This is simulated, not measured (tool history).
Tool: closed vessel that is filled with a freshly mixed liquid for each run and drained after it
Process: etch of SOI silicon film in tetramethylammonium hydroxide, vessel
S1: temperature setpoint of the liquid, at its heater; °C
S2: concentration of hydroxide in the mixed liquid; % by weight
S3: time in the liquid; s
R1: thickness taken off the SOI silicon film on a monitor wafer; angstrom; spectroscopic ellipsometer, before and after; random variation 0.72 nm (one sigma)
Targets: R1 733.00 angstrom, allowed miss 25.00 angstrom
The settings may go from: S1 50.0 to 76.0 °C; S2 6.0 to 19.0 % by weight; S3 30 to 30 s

run    day    S1    S2  S3       R1
  1  0.000  63.0  12.5  30  1318.00
  2  0.288  63.0  12.5  30  1306.70
  3  0.371  63.0  15.0  30  1183.00
  4  0.579  63.0  16.0  30  1154.30
  5  0.850  63.0  13.5  30  1260.70
  6  1.183  63.0  13.5  30  1275.00
  7  1.479  61.0  13.5  30  1107.00
  8  1.621  59.5  13.5  30  1045.40
  9  2.004  58.0  13.5  30   932.03
 10  2.096  57.0  13.5  30   880.08
 11  2.200  56.5  13.5  30   832.69
 12  2.554  56.0  13.5  30   821.78
 13  2.842  55.5  13.5  30   786.90

4 next moves are on the table. One of them brings every result within its allowed miss. Which?
  A  3.129  54.5  13.5  30   ?
  B  3.129  55.0  12.0  30   ?
  C  3.129  57.0  15.5  30   ?
  D  3.129  56.0  14.5  30   ?

move      R1
   A  745.02
   B  810.69
   C  819.57
   D  791.52
A: meets every target
B: further off than the last run
C: further off than the last run
D: further off than the last run
The right move is A.

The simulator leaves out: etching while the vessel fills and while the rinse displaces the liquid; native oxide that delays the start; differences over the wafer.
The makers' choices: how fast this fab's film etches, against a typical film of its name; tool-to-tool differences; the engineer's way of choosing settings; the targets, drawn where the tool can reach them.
